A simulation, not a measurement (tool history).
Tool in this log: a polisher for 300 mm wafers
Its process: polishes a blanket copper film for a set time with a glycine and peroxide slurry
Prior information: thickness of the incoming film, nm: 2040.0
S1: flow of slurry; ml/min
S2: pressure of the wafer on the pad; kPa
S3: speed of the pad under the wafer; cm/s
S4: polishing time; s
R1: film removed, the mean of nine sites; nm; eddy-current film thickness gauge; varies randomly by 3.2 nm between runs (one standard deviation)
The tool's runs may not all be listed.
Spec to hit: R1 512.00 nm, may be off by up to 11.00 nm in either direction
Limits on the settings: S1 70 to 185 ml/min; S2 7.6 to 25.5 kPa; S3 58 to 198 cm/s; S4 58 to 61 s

run 1 hour=0.0 | S1=120 S2=16.5 S3=128 S4=58 | R1=292.94
run 2 hour=5.6 | S1=125 S2=17.9 S3=128 S4=58 | R1=316.54
run 3 hour=7.4 | S1=125 S2=17.9 S3=128 S4=61 | R1=330.24
run 4 hour=11.6 | S1=145 S2=17.9 S3=128 S4=61 | R1=338.82
run 5 hour=16.8 | S1=145 S2=19.3 S3=128 S4=61 | R1=361.34
run 6 hour=19.6 | S1=145 S2=20.0 S3=130 S4=61 | R1=379.03
run 7 hour=27.4 | S1=145 S2=20.7 S3=130 S4=61 | R1=385.47
run 8 hour=33.9 | S1=145 S2=21.4 S3=132 S4=61 | R1=402.43
run 9 hour=35.7 | S1=145 S2=22.1 S3=134 S4=61 | R1=412.33
-- hour=38.6 worn pad replaced by a new one
run 10 hour=38.6 | S1=150 S2=22.8 S3=136 S4=61 | R1=481.56
run 11 hour=46.2 | S1=155 S2=22.8 S3=136 S4=61 | R1=475.55
run 12 hour=47.6 | S1=160 S2=22.8 S3=136 S4=61 | R1=478.67
run 13 hour=52.6 | S1=165 S2=22.8 S3=136 S4=61 | R1=479.59
run 14 hour=58.4 | S1=175 S2=22.8 S3=136 S4=61 | R1=478.16
run 15 hour=65.0 | S1=180 S2=23.4 S3=136 S4=61 | R1=498.42

Below are 4 possible settings for the next run. Only one of them brings all results inside the allowed miss of their targets. Which is it?
run A hour=71.6 | S1=180 S2=22.8 S3=136 S4=61 | R1=?
run B hour=71.6 | S1=165 S2=24.1 S3=142 S4=59 | R1=?
run C hour=71.6 | S1=170 S2=24.1 S3=140 S4=58 | R1=?
run D hour=71.6 | S1=185 S2=25.5 S3=112 S4=61 | R1=?

move=A R1=488.47
move=B R1=509.20
move=C R1=496.60
move=D R1=459.18
A: moves away from the targets compared with the last run
B: meets every target
C: moves away from the targets compared with the last run
D: moves away from the targets compared with the last run
Answer: B
